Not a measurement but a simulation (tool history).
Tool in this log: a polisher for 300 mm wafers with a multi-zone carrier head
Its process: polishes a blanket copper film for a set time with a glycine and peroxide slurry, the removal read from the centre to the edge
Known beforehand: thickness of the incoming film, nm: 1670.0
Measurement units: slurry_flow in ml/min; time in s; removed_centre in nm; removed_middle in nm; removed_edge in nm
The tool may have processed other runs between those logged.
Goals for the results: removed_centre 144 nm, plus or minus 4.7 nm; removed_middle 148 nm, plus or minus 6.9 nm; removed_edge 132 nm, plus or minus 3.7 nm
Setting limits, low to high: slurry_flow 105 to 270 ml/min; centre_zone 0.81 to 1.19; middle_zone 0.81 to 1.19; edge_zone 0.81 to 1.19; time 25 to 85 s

Run 1, hour 0: slurry_flow 175 ml/min, centre_zone 1, middle_zone 1, edge_zone 1, time 55 s. Result: removed_centre 220.64 nm, removed_middle 210.07 nm, removed_edge 212.5 nm.
Run 2, hour 1.4: slurry_flow 175 ml/min, centre_zone 1, middle_zone 1, edge_zone 0.93, time 55 s. Result: removed_centre 214.44 nm, removed_middle 212.38 nm, removed_edge 204.88 nm.
Run 3, hour 4.7: slurry_flow 175 ml/min, centre_zone 1, middle_zone 1, edge_zone 0.93, time 63 s. Result: removed_centre 247.53 nm, removed_middle 238.51 nm, removed_edge 235.85 nm.
Run 4, hour 7.6: slurry_flow 175 ml/min, centre_zone 0.92, middle_zone 1, edge_zone 0.93, time 63 s. Result: removed_centre 228.73 nm, removed_middle 242.88 nm, removed_edge 235.81 nm.
Run 5, hour 12.4: slurry_flow 175 ml/min, centre_zone 0.93, middle_zone 1, edge_zone 0.92, time 59 s. Result: removed_centre 215.56 nm, removed_middle 226.91 nm, removed_edge 223.24 nm.
Run 6, hour 21.3: slurry_flow 175 ml/min, centre_zone 0.93, middle_zone 1, edge_zone 0.92, time 65 s. Result: removed_centre 234.51 nm, removed_middle 245.15 nm, removed_edge 243.95 nm.
Run 7, hour 23.3: slurry_flow 175 ml/min, centre_zone 0.94, middle_zone 1, edge_zone 0.91, time 61 s. Result: removed_centre 225.53 nm, removed_middle 239.68 nm, removed_edge 227.45 nm.
Run 8, hour 31.2: slurry_flow 175 ml/min, centre_zone 0.95, middle_zone 0.99, edge_zone 0.9, time 57 s. Result: removed_centre 212.85 nm, removed_middle 215.87 nm, removed_edge 209.72 nm.
Run 9, hour 37.7: slurry_flow 175 ml/min, centre_zone 0.95, middle_zone 0.99, edge_zone 0.89, time 54 s. Result: removed_centre 202.19 nm, removed_middle 205.64 nm, removed_edge 198.64 nm.
Run 10, hour 40.9: slurry_flow 165 ml/min, centre_zone 0.99, middle_zone 1.04, edge_zone 0.81, time 39 s. Result: removed_centre 153.13 nm, removed_middle 153.75 nm, removed_edge 137.2 nm.
Run 11, hour 42.9: slurry_flow 130 ml/min, centre_zone 0.98, middle_zone 1.05, edge_zone 0.81, time 38 s. Result: removed_centre 139.42 nm, removed_middle 146.85 nm, removed_edge 130.12 nm.

Pick the move, out of 5, that brings all results within their allowed miss; only one does.
Run A, hour 44.9: slurry_flow 135 ml/min, centre_zone 0.96, middle_zone 1.09, edge_zone 0.81, time 36 s. Result: removed_centre ?, removed_middle ?, removed_edge ?.
Run B, hour 44.9: slurry_flow 155 ml/min, centre_zone 1, middle_zone 1.09, edge_zone 0.84, time 37 s. Result: removed_centre ?, removed_middle ?, removed_edge ?.
Run C, hour 44.9: slurry_flow 175 ml/min, centre_zone 0.92, middle_zone 1.05, edge_zone 0.82, time 37 s. Result: removed_centre ?, removed_middle ?, removed_edge ?.
Run D, hour 44.9: slurry_flow 125 ml/min, centre_zone 0.98, middle_zone 1.16, edge_zone 0.81, time 37 s. Result: removed_centre ?, removed_middle ?, removed_edge ?.
Run E, hour 44.9: slurry_flow 135 ml/min, centre_zone 0.88, middle_zone 1.08, edge_zone 0.81, time 39 s. Result: removed_centre ?, removed_middle ?, removed_edge ?.

move  removed_centre  removed_middle  removed_edge
   A          131.19          142.38        123.03
   B          144.38          149.89        130.63
   C          135.61          149.28        131.19
   D          135.45          150.12        125.06
   E          130.18          153.41         133.3
A: the biggest miss grows against the last run
B: all results in spec
C: the biggest miss grows against the last run
D: the biggest miss grows against the last run
E: the biggest miss grows against the last run
So the answer is move B, the one that meets all the targets.

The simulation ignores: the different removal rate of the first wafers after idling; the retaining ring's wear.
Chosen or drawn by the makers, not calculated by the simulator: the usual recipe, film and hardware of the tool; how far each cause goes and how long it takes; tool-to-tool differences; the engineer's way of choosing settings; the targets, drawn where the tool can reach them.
